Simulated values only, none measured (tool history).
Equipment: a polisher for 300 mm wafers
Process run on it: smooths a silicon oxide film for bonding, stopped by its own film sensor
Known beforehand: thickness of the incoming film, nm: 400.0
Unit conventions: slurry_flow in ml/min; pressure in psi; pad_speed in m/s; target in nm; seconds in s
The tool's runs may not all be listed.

{"run": 1, "hour": 0.0, "slurry_flow": 160, "pressure": 2.5, "pad_speed": 0.68, "slurry_solids": 1.0, "target": 361, "seconds": 64.442}
{"run": 2, "hour": 3.7, "slurry_flow": 160, "pressure": 2.5, "pad_speed": 0.68, "slurry_solids": 0.8, "target": 361, "seconds": 74.696}
{"run": 3, "hour": 7.0, "slurry_flow": 160, "pressure": 2.6, "pad_speed": 0.68, "slurry_solids": 0.8, "target": 361, "seconds": 72.893}
{"run": 4, "hour": 15.1, "slurry_flow": 160, "pressure": 2.7, "pad_speed": 0.68, "slurry_solids": 0.8, "target": 361, "seconds": 69.144}
{"run": 5, "hour": 22.7, "slurry_flow": 160, "pressure": 2.8, "pad_speed": 0.68, "slurry_solids": 0.8, "target": 361, "seconds": 67.422}
{"run": 6, "hour": 30.6, "slurry_flow": 160, "pressure": 2.8, "pad_speed": 0.62, "slurry_solids": 0.8, "target": 361, "seconds": 71.617}
{"run": 7, "hour": 37.4, "slurry_flow": 160, "pressure": 2.9, "pad_speed": 0.62, "slurry_solids": 0.8, "target": 361, "seconds": 69.476}
{"run": 8, "hour": 42.0, "slurry_flow": 160, "pressure": 3.0, "pad_speed": 0.62, "slurry_solids": 0.8, "target": 361, "seconds": 66.966}

Run 9 is up next; what results do you expect?
{"run": 9, "hour": 47.4, "slurry_flow": 160, "pressure": 3.1, "pad_speed": 0.62, "slurry_solids": 0.8, "target": 361, "seconds": "?"}

Run 9 gave seconds 64.090 s.

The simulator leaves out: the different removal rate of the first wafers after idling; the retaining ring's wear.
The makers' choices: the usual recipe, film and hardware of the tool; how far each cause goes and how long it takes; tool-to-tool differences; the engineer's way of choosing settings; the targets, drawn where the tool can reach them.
